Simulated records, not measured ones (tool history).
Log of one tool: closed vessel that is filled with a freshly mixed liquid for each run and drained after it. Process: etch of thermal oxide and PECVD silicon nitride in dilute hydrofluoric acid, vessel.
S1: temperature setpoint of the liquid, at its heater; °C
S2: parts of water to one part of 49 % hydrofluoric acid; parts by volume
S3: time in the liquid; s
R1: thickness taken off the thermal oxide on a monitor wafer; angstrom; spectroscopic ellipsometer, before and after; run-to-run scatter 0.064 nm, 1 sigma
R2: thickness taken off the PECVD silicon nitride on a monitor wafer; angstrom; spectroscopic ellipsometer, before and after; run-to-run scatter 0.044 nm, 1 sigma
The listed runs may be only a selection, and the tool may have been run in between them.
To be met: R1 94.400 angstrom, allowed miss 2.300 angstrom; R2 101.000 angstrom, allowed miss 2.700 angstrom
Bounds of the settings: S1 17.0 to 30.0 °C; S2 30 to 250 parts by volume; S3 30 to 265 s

Run 1, hour 0.0: S1 22.0 °C, S2 140 parts by volume, S3 135 s. Result: R1 39.375 angstrom, R2 38.875 angstrom.
Run 2, hour 7.7: S1 22.0 °C, S2 95 parts by volume, S3 135 s. Result: R1 59.809 angstrom, R2 56.488 angstrom.
Run 3, hour 14.7: S1 22.0 °C, S2 95 parts by volume, S3 90 s. Result: R1 40.151 angstrom, R2 37.367 angstrom.
Run 4, hour 18.4: S1 23.0 °C, S2 85 parts by volume, S3 90 s. Result: R1 47.489 angstrom, R2 44.741 angstrom.
Run 5, hour 25.6: S1 23.0 °C, S2 85 parts by volume, S3 130 s. Result: R1 67.726 angstrom, R2 65.075 angstrom.
Run 6, hour 34.3: S1 23.0 °C, S2 120 parts by volume, S3 130 s. Result: R1 46.800 angstrom, R2 46.600 angstrom.
Run 7, hour 39.2: S1 23.5 °C, S2 110 parts by volume, S3 130 s. Result: R1 52.482 angstrom, R2 51.888 angstrom.
Run 8, hour 40.5: S1 24.5 °C, S2 105 parts by volume, S3 130 s. Result: R1 57.911 angstrom, R2 57.653 angstrom.
Run 9, hour 46.6: S1 25.5 °C, S2 100 parts by volume, S3 130 s. Result: R1 63.746 angstrom, R2 65.331 angstrom.
Run 10, hour 53.8: S1 26.0 °C, S2 95 parts by volume, S3 130 s. Result: R1 68.059 angstrom, R2 71.436 angstrom.
Run 11, hour 57.3: S1 26.0 °C, S2 95 parts by volume, S3 130 s. Result: R1 67.991 angstrom, R2 70.770 angstrom.
Run 12, hour 63.6: S1 29.0 °C, S2 60 parts by volume, S3 125 s. Result: R1 122.450 angstrom, R2 131.470 angstrom.
Run 13, hour 64.2: S1 28.5 °C, S2 65 parts by volume, S3 125 s. Result: R1 110.370 angstrom, R2 117.860 angstrom.
Run 14, hour 72.8: S1 28.0 °C, S2 70 parts by volume, S3 130 s. Result: R1 103.280 angstrom, R2 109.820 angstrom.

Which one of the following 5 next-run settings gets every result inside its allowed miss? There is exactly one.
Run A, hour 81.4: S1 28.5 °C, S2 70 parts by volume, S3 115 s. Result: R1 ?, R2 ?.
Run B, hour 81.4: S1 21.5 °C, S2 65 parts by volume, S3 175 s. Result: R1 ?, R2 ?.
Run C, hour 81.4: S1 26.5 °C, S2 80 parts by volume, S3 155 s. Result: R1 ?, R2 ?.
Run D, hour 81.4: S1 28.0 °C, S2 75 parts by volume, S3 120 s. Result: R1 ?, R2 ?.
Run E, hour 81.4: S1 29.0 °C, S2 75 parts by volume, S3 145 s. Result: R1 ?, R2 ?.

move       R1       R2
   A   94.307   99.842
   B  116.650  101.760
   C  101.330  103.350
   D   89.435   94.167
   E  112.440  121.500
A: all results in spec
B: the biggest miss grows against the last run
C: an improvement on the last run, though not all results are within tolerance
D: takes the result that was furthest off past its target
E: the biggest miss grows against the last run
The move that meets every target is A.
